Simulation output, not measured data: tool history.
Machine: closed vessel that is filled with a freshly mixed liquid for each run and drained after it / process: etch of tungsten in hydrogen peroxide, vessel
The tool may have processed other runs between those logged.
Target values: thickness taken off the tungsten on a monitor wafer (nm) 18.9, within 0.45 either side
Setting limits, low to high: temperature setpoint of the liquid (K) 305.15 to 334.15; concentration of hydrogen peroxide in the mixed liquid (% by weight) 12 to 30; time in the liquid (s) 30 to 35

| run | hour | temperature setpoint of the liquid (K) | concentration of hydrogen peroxide in the mixed liquid (% by weight) | time in the liquid (s) | thickness taken off the tungsten on a monitor wafer (nm) |
|---|---|---|---|---|---|
| 1 | 0 | 318.15 | 21.5 | 35 | 35.633 |
| 2 | 4.6 | 313.65 | 21.5 | 35 | 26.318 |
| 3 | 8.4 | 313.15 | 21.5 | 35 | 25.465 |
| 4 | 11.6 | 319.15 | 21.5 | 35 | 38.034 |
| 5 | 17.6 | 319.15 | 21.5 | 30 | 32.127 |
| 6 | 18.8 | 319.15 | 21.5 | 35 | 37.818 |
| 7 | 23.1 | 317.65 | 21.5 | 35 | 34.453 |
| 8 | 25.1 | 316.65 | 21.5 | 35 | 32.398 |
| 9 | 28.5 | 315.65 | 21.5 | 35 | 30.422 |
| 10 | 30.3 | 314.65 | 21.5 | 35 | 28.258 |
| 11 | 37.8 | 307.15 | 21.5 | 35 | 17.335 |
| 12 | 42.2 | 308.15 | 21.5 | 35 | 18.357 |

Consider the 5 candidate settings below. Which is the only one whose results all fall within their allowed miss of target?
| A | 46.6 | 308.65 | 19 | 35 | ? |
| B | 46.6 | 311.15 | 15.5 | 35 | ? |
| C | 46.6 | 311.65 | 22 | 30 | ? |
| D | 46.6 | 308.65 | 23 | 35 | ? |
| E | 46.6 | 310.65 | 18.5 | 35 | ? |

| move | thickness taken off the tungsten on a monitor wafer (nm) |
|---|---|
| A | 17.862 |
| B | 19.049 |
| C | 20.103 |
| D | 19.652 |
| E | 20.135 |
A: further off than the last run
B: hits every target within its allowed miss
C: takes the biggest miss from the last run beyond its target
D: takes the biggest miss from the last run beyond its target
E: takes the biggest miss from the last run beyond its target
Correct choice: B, which meets every target
